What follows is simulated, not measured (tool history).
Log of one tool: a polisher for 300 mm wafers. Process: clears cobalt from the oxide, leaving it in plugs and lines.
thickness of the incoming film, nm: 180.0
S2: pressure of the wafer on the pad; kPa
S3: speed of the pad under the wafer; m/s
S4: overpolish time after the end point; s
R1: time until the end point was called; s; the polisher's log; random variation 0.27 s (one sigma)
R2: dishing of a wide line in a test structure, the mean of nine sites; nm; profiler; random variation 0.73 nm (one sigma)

run 1 hour=0.0 | flow_of_slurry_(ml/min)=300 S2=12.4 S3=1.10 S4=15 | R1=42.483 R2=38.762
run 2 hour=2.0 | flow_of_slurry_(ml/min)=300 S2=13.1 S3=1.12 S4=15 | R1=39.737 R2=40.131
run 3 hour=4.9 | flow_of_slurry_(ml/min)=300 S2=11.7 S3=1.12 S4=15 | R1=43.334 R2=38.310
run 4 hour=11.6 | flow_of_slurry_(ml/min)=300 S2=11.7 S3=1.22 S4=15 | R1=40.564 R2=40.399
run 5 hour=12.6 | flow_of_slurry_(ml/min)=330 S2=11.7 S3=1.22 S4=15 | R1=38.349 R2=39.987
run 6 hour=13.8 | flow_of_slurry_(ml/min)=330 S2=11.7 S3=1.22 S4=17 | R1=39.794 R2=42.914
run 7 hour=21.7 | flow_of_slurry_(ml/min)=330 S2=15.2 S3=1.26 S4=17 | R1=29.455 R2=49.498

Forecast run 8:
run 8 hour=28.2 | flow_of_slurry_(ml/min)=330 S2=18.6 S3=1.30 S4=19 | R1=? R2=?

R1: 23.984 s
R2: 57.136 nm
